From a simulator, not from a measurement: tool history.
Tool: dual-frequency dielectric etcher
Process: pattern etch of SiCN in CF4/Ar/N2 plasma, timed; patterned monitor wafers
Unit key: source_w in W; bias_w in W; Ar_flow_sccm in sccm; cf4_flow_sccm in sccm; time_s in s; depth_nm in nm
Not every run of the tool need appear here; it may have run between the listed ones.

run	hour	source_w	bias_w	Ar_flow_sccm	cf4_flow_sccm	time_s	depth_nm
1	0	450	72	96	77	108	88.054
2	5.6	490	72	96	77	108	95.735
3	9.2	450	71	96	77	108	87.582
4	12.4	420	70	96	77	108	81.835
5	13.8	420	60	96	77	108	77.377
6	22.7	400	60	96	77	108	73.769
7	26.4	390	60	96	77	108	72.138
8	31.8	390	60	96	77	108	71.736
# hour 32.6: bias power generator calibrated
9	32.6	380	60	96	77	108	70.915

The next listed run, before its measurement:
10	39.2	370	60	96	77	108	?

{"run 10": {"depth_nm": 69.086}}
